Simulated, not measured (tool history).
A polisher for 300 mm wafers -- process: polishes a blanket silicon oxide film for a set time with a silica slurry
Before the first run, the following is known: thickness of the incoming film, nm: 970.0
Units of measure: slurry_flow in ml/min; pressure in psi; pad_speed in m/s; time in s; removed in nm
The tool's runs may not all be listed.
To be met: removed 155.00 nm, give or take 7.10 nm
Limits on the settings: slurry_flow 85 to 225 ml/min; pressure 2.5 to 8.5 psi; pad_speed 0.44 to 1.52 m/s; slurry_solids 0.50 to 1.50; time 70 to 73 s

run	hour	slurry_flow	pressure	pad_speed	slurry_solids	time	removed
1	0.0	145	5.5	0.98	1.00	70	238.07
2	4.6	145	5.0	0.98	1.00	70	217.81
3	5.4	145	4.6	0.98	1.00	70	207.06
4	14.3	145	4.6	0.98	1.00	70	205.96
5	15.3	145	4.6	0.98	1.15	70	226.20
6	17.1	145	4.6	0.98	1.15	70	228.42
7	20.6	145	4.1	0.96	1.15	70	200.73
8	21.5	145	3.8	0.96	1.15	70	191.03
# hour 29.6: conditioning disc replaced and pad reconditioned
9	29.6	145	3.6	0.96	1.15	70	234.19
10	37.5	145	4.1	0.88	1.15	70	247.47
11	39.4	145	3.7	0.92	1.15	70	230.03
12	44.6	145	3.5	1.00	1.15	70	234.46
13	49.2	140	3.6	0.88	1.10	70	211.55
14	55.2	130	3.4	0.90	1.05	70	190.71
15	59.0	120	3.2	0.90	1.05	70	179.79
16	64.6	115	3.1	0.90	1.05	70	171.97
17	66.8	110	3.1	0.90	1.05	70	171.15
18	67.3	110	3.1	0.90	1.05	70	170.81
19	70.3	105	3.1	0.90	1.05	70	169.66

Which single option among these 4 for the next run brings every result within its allowed miss of target? Just one does.
A	73.3	135	2.6	1.02	1.05	72	?
B	73.3	105	2.8	0.82	1.00	71	?
C	73.3	140	3.4	0.84	0.95	71	?
D	73.3	85	3.0	0.94	1.00	71	?

move	removed
A	175.55
B	142.73
C	180.11
D	159.34
A: lands further from the targets than the last run did
B: takes the result that was furthest off past its target
C: lands further from the targets than the last run did
D: all results in spec
Correct choice: D, which meets every target

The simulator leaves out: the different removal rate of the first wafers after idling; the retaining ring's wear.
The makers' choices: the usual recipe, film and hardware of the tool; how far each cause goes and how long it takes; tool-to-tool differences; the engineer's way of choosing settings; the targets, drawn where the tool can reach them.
